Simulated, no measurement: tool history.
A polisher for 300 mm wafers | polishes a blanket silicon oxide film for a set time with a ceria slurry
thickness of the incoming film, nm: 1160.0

run	hour	flow of slurry (ml/min)	pressure of the wafer on the pad (psi)	speed of the pad under the wafer (cm/s)	polishing time (s)	film removed (nm)
1	0.0	230	4.0	88	88	368.94
2	8.8	230	3.6	88	88	338.39
3	11.2	230	3.6	88	92	363.08
4	20.0	230	3.6	88	88	348.70
5	26.3	260	3.6	88	88	350.71
6	27.3	215	3.6	88	88	344.70
7	29.1	215	3.2	86	88	317.18
8	36.3	215	2.9	84	88	292.03
9	43.2	215	2.6	84	88	276.48

The next listed run, before its measurement:
10	51.4	215	2.4	84	88	?

Run 10 gave film removed (nm) 264.31.

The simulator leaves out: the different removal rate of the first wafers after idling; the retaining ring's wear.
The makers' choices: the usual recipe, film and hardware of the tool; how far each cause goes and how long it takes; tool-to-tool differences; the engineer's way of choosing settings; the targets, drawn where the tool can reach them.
